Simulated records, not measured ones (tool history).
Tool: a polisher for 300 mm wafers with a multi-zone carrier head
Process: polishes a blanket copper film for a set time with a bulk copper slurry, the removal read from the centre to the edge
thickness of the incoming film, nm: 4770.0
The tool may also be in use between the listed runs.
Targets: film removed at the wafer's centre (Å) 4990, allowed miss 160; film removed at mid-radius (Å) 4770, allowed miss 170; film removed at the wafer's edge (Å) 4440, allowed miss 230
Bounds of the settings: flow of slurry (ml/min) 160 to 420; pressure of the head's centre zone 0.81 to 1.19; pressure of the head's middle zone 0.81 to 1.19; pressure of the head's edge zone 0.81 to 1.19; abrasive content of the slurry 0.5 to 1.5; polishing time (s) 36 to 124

| run | hour | flow of slurry (ml/min) | pressure of the head's centre zone | pressure of the head's middle zone | pressure of the head's edge zone | abrasive content of the slurry | polishing time (s) | film removed at the wafer's centre (Å) | film removed at mid-radius (Å) | film removed at the wafer's edge (Å) |
|---|---|---|---|---|---|---|---|---|---|---|
| 1 | 0 | 270 | 1 | 1 | 1 | 1 | 79 | 8154.9 | 8282.4 | 8178.8 |
| 2 | 0.7 | 275 | 1.01 | 1 | 0.97 | 0.9 | 73 | 7527.8 | 7523.9 | 7161 |
| 3 | 6.1 | 275 | 1.05 | 1 | 0.97 | 0.9 | 73 | 7926.7 | 7640.4 | 7370.3 |
| 4 | 12.1 | 275 | 1.05 | 1 | 0.97 | 0.9 | 86 | 9297.2 | 8765.9 | 8699.7 |
| 5 | 19.2 | 275 | 1.05 | 1 | 1.05 | 0.9 | 86 | 9307.5 | 8915.4 | 9102.6 |
| 6 | 28 | 275 | 1.05 | 1 | 1.05 | 1 | 86 | 9602.1 | 8995.3 | 9452.9 |
| 7 | 33.6 | 280 | 1.04 | 0.91 | 0.95 | 0.75 | 64 | 6568.3 | 5892.8 | 6198 |
| 8 | 37.2 | 285 | 1.03 | 0.91 | 0.93 | 0.7 | 61 | 6072.3 | 5502.9 | 5697.9 |

Which of these 4 next moves meets every target?
| A | 40.8 | 355 | 1.03 | 0.98 | 0.84 | 0.75 | 48 | ? | ? | ? |
| B | 40.8 | 300 | 0.96 | 1.11 | 0.87 | 0.55 | 51 | ? | ? | ? |
| C | 40.8 | 345 | 1.07 | 1.19 | 0.81 | 0.75 | 43 | ? | ? | ? |
| D | 40.8 | 310 | 1.1 | 1.19 | 0.81 | 1.2 | 41 | ? | ? | ? |

| move | film removed at the wafer's centre (Å) | film removed at mid-radius (Å) | film removed at the wafer's edge (Å) |
|---|---|---|---|
| A | 5052.5 | 4785.3 | 4378.8 |
| B | 4672.7 | 5284.6 | 4420.8 |
| C | 4700.6 | 5049.7 | 3845 |
| D | 5015.1 | 5242.9 | 3999.5 |
A: meets every target
B: takes the result that was furthest off past its target
C: takes the result that was furthest off past its target
D: brings the result that was furthest off to its target, and leaves another outside
The right move is A.

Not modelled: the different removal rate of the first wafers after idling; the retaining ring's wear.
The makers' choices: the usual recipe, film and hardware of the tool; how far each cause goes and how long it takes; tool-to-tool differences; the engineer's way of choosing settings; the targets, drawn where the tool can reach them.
